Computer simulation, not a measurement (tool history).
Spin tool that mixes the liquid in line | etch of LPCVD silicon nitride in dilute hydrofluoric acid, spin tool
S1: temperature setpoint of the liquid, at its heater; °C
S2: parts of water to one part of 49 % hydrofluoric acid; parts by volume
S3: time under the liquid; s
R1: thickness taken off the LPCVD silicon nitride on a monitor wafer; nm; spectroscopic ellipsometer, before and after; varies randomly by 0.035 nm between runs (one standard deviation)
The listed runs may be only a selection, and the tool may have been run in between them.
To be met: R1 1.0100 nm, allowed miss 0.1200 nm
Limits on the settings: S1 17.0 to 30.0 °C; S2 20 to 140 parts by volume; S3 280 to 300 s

run,day,S1,S2,S3,R1
1,0.000,22.0,75,280,1.5928
2,0.304,24.5,75,280,1.8245
3,0.400,24.5,75,280,2.0315
4,0.471,24.5,75,300,1.9464
5,0.725,24.0,80,295,1.8322
6,1.075,23.5,85,295,1.6435
7,1.204,23.0,90,295,1.4999
8,1.271,22.5,90,295,1.4847
9,1.404,22.0,95,295,1.3477
10,1.488,21.5,95,295,1.2823
11,1.538,21.0,95,295,1.2224
12,1.667,20.5,95,295,1.2074
13,1.742,20.0,95,295,1.2269

5 next moves are on the table. One of them brings every result within its allowed miss. Which?
A,1.817,17.0,80,280,?
B,1.817,24.5,90,280,?
C,1.817,20.0,70,300,?
D,1.817,20.5,65,280,?
E,1.817,21.5,85,300,?

move,R1
A,1.0482
B,1.5566
C,1.5756
D,1.6362
E,1.4439
A: in spec on every target
B: the biggest miss grows against the last run
C: the biggest miss grows against the last run
D: the biggest miss grows against the last run
E: the biggest miss grows against the last run
A is the move that brings every result within its allowed miss.

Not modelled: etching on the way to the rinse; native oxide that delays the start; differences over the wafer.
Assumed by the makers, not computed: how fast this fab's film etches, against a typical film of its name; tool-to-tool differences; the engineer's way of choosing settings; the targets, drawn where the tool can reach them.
